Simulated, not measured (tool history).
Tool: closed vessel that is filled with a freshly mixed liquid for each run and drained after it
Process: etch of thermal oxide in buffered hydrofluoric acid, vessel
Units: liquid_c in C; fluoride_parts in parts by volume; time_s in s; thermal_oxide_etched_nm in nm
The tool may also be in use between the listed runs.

run,hour,liquid_c,fluoride_parts,time_s,thermal_oxide_etched_nm
1,0.0,23.0,13.0,85,72.615
2,5.8,23.0,11.5,85,81.947
3,8.1,23.0,11.5,95,92.636
4,16.3,23.0,11.5,85,82.395
5,20.7,23.0,8.0,85,113.870
6,22.1,23.0,9.5,85,96.977
7,31.2,19.0,13.5,85,56.510

Forecast run 8:
8,38.7,18.5,14.0,85,?

Run 8 gave thermal_oxide_etched_nm 53.547 nm.
